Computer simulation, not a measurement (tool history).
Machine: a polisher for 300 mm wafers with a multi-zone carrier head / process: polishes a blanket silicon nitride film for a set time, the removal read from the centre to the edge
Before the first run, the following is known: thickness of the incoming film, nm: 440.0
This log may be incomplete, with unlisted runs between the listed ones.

| run | day | flow of slurry (ml/min) | pressure of the head's centre zone | pressure of the head's middle zone | pressure of the head's edge zone | polishing time (s) | film removed at the wafer's centre (angstrom) | film removed at mid-radius (angstrom) | film removed at the wafer's edge (angstrom) |
|---|---|---|---|---|---|---|---|---|---|
| 1 | 0 | 150 | 1 | 1 | 1 | 64 | 1011.6 | 994.99 | 1055.8 |
| 2 | 0.075 | 150 | 1 | 1.05 | 1 | 64 | 1006.5 | 1035.7 | 1025.4 |
| 3 | 0.346 | 150 | 1 | 1.05 | 1 | 49 | 772.08 | 786.06 | 798.31 |
| 4 | 0.521 | 180 | 1 | 1.05 | 1 | 49 | 791.59 | 804.51 | 800.68 |
| 5 | 0.696 | 205 | 1 | 1.05 | 1 | 49 | 820.78 | 834.96 | 834.07 |
| 6 | 0.871 | 180 | 1 | 1.05 | 1 | 49 | 797.01 | 818.72 | 827.8 |
| 7 | 0.958 | 185 | 1.03 | 1.07 | 1.01 | 53 | 903.69 | 903.14 | 882.39 |
| 8 | 1.129 | 190 | 1.05 | 1.09 | 1.03 | 55 | 941.02 | 944.1 | 933.43 |
| 9 | 1.325 | 195 | 1.08 | 1.11 | 1.03 | 57 | 1015.8 | 1015.9 | 975.24 |
| 10 | 1.579 | 200 | 1.1 | 1.12 | 1.03 | 59 | 1080.3 | 1050.5 | 1007.2 |
| 11 | 1.779 | 205 | 1.11 | 1.13 | 1.03 | 61 | 1138.7 | 1088.7 | 1028.8 |

Estimate the outcome of run 12 from the log above:
| 12 | 2.062 | 220 | 1.14 | 1.19 | 1.06 | 69 | ? | ? | ? |

film removed at the wafer's centre (angstrom): 1295.3
film removed at mid-radius (angstrom): 1286.5
film removed at the wafer's edge (angstrom): 1196.4
